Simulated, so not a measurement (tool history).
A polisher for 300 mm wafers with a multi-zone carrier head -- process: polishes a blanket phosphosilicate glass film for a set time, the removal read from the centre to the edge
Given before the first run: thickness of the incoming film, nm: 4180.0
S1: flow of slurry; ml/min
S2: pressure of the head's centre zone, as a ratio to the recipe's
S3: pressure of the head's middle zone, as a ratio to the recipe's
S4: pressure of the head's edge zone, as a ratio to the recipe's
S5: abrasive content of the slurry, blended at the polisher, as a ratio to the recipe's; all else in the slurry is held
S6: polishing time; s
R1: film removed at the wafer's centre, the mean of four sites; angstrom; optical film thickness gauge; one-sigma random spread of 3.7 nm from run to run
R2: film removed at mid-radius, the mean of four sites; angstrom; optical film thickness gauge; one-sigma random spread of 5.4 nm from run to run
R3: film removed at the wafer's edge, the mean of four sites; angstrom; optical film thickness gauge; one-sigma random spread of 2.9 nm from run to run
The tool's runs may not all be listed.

run  hour   S1    S2    S3    S4    S5  S6      R1      R2      R3
  1     0  250     1     1     1     1  80  3664.2  3852.9  3673.5
  2   7.6  290     1     1     1     1  80    3742  3906.5  3775.5
  3  10.8  290     1  0.93     1     1  80  3798.8  3671.5  3741.5
  4  19.6  285  0.99  0.94  0.98     1  80  3714.4    3669  3769.3
  5  27.6  285  0.99  0.94  0.98   1.1  80  3868.1  3824.2  3843.5
     36.3  -- worn pad replaced by a new one
  6  36.3  255  0.99  0.94  0.98   1.1  80  4318.2  4336.9  4492.9
  7  39.2  275  0.98  0.96  0.98   1.1  80  4376.7  4393.8  4462.9
  8  48.2  260  0.99  0.98  1.01   1.1  80  4265.9  4495.3  4468.8
  9  55.7  255  0.98     1  0.99  1.05  80  4314.2  4424.3  4355.5
 10  64.3  270  0.99  1.01  1.01  1.05  80  4307.4  4483.7    4440
 11  66.1  255  0.99  1.01  0.99  1.05  80    4274  4371.1  4341.2
 12  74.3  275     1  1.01  1.02  1.05  80  4264.2  4378.5  4394.2
 13  76.3  260  0.97     1  0.99  1.05  80  4239.4  4438.9  4337.6

For run 14, what comes out?
 14  84.1  260  0.97   1  0.99  1.05  80   ?   ?   ?

Run 14 yielded R1 4102.7 angstrom, R2 4388.7 angstrom, R3 4333.8 angstrom.

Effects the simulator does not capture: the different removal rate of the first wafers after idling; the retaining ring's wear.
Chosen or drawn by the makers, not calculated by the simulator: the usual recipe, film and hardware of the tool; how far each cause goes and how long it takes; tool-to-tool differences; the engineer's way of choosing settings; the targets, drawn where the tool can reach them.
